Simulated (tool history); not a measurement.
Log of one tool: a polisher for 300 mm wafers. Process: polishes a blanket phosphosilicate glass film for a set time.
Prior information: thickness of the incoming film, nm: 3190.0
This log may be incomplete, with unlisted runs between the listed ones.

| run | hour | flow of slurry (ml/min) | pressure of the wafer on the pad (psi) | speed of the pad under the wafer (cm/s) | abrasive content of the slurry | polishing time (s) | film removed (nm) |
|---|---|---|---|---|---|---|---|
| 1 | 0 | 305 | 4 | 130 | 1 | 87 | 1088 |
| 2 | 4.2 | 305 | 4 | 110 | 1 | 87 | 953.33 |
| 3 | 11.7 | 305 | 3.7 | 110 | 1 | 87 | 888.33 |
| 4 | 15.1 | 305 | 3.7 | 110 | 1.1 | 87 | 908.63 |
| 5 | 22.8 | 305 | 3.4 | 110 | 1.1 | 87 | 856.02 |
| 6 | 29.1 | 305 | 3.4 | 110 | 1.1 | 91 | 885.65 |
| 7 | 37.7 | 305 | 3.1 | 110 | 1.1 | 91 | 816.04 |

Expected results for the next run?
| 8 | 45.4 | 300 | 2 | 108 | 1.1 | 91 | ? |

{"run 8": {"film removed (nm)": 523.7}}
